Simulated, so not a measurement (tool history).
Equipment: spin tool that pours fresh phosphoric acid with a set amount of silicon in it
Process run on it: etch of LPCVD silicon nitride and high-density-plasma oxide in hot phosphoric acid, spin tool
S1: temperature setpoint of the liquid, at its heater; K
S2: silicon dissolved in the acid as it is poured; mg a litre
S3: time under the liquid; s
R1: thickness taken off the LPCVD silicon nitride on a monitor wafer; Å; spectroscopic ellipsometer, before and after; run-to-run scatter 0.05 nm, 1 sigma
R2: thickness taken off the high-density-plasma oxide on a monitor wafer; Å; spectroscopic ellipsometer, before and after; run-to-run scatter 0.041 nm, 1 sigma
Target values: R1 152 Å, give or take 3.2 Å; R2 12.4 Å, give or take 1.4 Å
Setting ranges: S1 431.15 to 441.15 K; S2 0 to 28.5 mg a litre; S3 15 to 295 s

Run 1, hour 0: S1 436.15 K, S2 12.5 mg a litre, S3 150 s. Result: R1 135.97 Å, R2 8.9753 Å.
Run 2, hour 5.7: S1 438.15 K, S2 12.5 mg a litre, S3 150 s. Result: R1 145.56 Å, R2 10.351 Å.
Run 3, hour 10.2: S1 438.15 K, S2 12.5 mg a litre, S3 125 s. Result: R1 121.36 Å, R2 9.0542 Å.
Run 4, hour 12.8: S1 436.15 K, S2 12.5 mg a litre, S3 125 s. Result: R1 113.29 Å, R2 7.7329 Å.
Run 5, hour 17.4: S1 436.15 K, S2 12.5 mg a litre, S3 175 s. Result: R1 159.55 Å, R2 11.158 Å.
Run 6, hour 23.7: S1 434.65 K, S2 12.5 mg a litre, S3 175 s. Result: R1 150.97 Å, R2 9.7527 Å.
Run 7, hour 26.6: S1 434.65 K, S2 10.5 mg a litre, S3 175 s. Result: R1 151.52 Å, R2 10.351 Å.
Run 8, hour 32.8: S1 434.65 K, S2 9 mg a litre, S3 175 s. Result: R1 151.01 Å, R2 10.619 Å.
Run 9, hour 36.6: S1 434.65 K, S2 8 mg a litre, S3 175 s. Result: R1 151.14 Å, R2 10.803 Å.

4 next moves are on the table. One of them brings every result within its allowed miss. Which?
Run A, hour 40.4: S1 438.15 K, S2 0 mg a litre, S3 165 s. Result: R1 ?, R2 ?.
Run B, hour 40.4: S1 433.65 K, S2 11 mg a litre, S3 170 s. Result: R1 ?, R2 ?.
Run C, hour 40.4: S1 434.15 K, S2 6 mg a litre, S3 170 s. Result: R1 ?, R2 ?.
Run D, hour 40.4: S1 435.65 K, S2 2.5 mg a litre, S3 170 s. Result: R1 ?, R2 ?.

move      R1      R2
   A     160  15.309
   B     142  9.0784
   C  144.39   10.49
   D  151.79   12.55
A: the result that was furthest off in the last run now lies on the other side of its target
B: lands further from the targets than the last run did
C: lands further from the targets than the last run did
D: meets every target
Go with D: it meets all targets.
